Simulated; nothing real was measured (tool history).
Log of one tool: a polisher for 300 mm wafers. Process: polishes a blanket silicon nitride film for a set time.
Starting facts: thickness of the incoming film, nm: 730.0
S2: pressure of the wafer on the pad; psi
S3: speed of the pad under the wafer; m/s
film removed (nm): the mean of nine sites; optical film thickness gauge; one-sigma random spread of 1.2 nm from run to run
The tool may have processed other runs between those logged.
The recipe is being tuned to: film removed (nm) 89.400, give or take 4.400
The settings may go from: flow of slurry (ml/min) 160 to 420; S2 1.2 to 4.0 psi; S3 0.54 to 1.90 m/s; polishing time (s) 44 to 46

{"run": 1, "day": 0.0, "flow of slurry (ml/min)": 270, "S2": 2.6, "S3": 1.22, "polishing time (s)": 44, "film removed (nm)": 62.591}
{"run": 2, "day": 0.262, "flow of slurry (ml/min)": 270, "S2": 2.9, "S3": 1.24, "polishing time (s)": 44, "film removed (nm)": 67.768}
{"run": 3, "day": 0.454, "flow of slurry (ml/min)": 270, "S2": 2.9, "S3": 1.44, "polishing time (s)": 44, "film removed (nm)": 76.725}
{"run": 4, "day": 0.738, "flow of slurry (ml/min)": 270, "S2": 2.9, "S3": 1.16, "polishing time (s)": 44, "film removed (nm)": 66.481}
{"run": 5, "day": 0.954, "flow of slurry (ml/min)": 270, "S2": 2.3, "S3": 1.16, "polishing time (s)": 44, "film removed (nm)": 53.664}
{"run": 6, "day": 1.021, "flow of slurry (ml/min)": 270, "S2": 1.8, "S3": 1.16, "polishing time (s)": 44, "film removed (nm)": 39.802}
{"run": 7, "day": 1.225, "flow of slurry (ml/min)": 270, "S2": 1.8, "S3": 1.16, "polishing time (s)": 44, "film removed (nm)": 40.905}
{"run": 8, "day": 1.442, "flow of slurry (ml/min)": 270, "S2": 2.4, "S3": 1.2, "polishing time (s)": 44, "film removed (nm)": 55.648}

Which single option among these 4 for the next run brings every result within its allowed miss of target? Just one does.
{"run": "A", "day": 1.658, "flow of slurry (ml/min)": 265, "S2": 3.7, "S3": 1.44, "polishing time (s)": 46, "film removed (nm)": "?"}
{"run": "B", "day": 1.658, "flow of slurry (ml/min)": 255, "S2": 2.9, "S3": 1.6, "polishing time (s)": 46, "film removed (nm)": "?"}
{"run": "C", "day": 1.658, "flow of slurry (ml/min)": 280, "S2": 1.3, "S3": 1.28, "polishing time (s)": 44, "film removed (nm)": "?"}
{"run": "D", "day": 1.658, "flow of slurry (ml/min)": 260, "S2": 3.9, "S3": 1.28, "polishing time (s)": 46, "film removed (nm)": "?"}

move=A film_removed_(nm)=101.280
move=B film_removed_(nm)=86.490
move=C film_removed_(nm)=32.387
move=D film_removed_(nm)=96.842
A: takes the result that was furthest off past its target
B: all results in spec
C: further off than the last run
D: takes the result that was furthest off past its target
Go with B: it meets all targets.

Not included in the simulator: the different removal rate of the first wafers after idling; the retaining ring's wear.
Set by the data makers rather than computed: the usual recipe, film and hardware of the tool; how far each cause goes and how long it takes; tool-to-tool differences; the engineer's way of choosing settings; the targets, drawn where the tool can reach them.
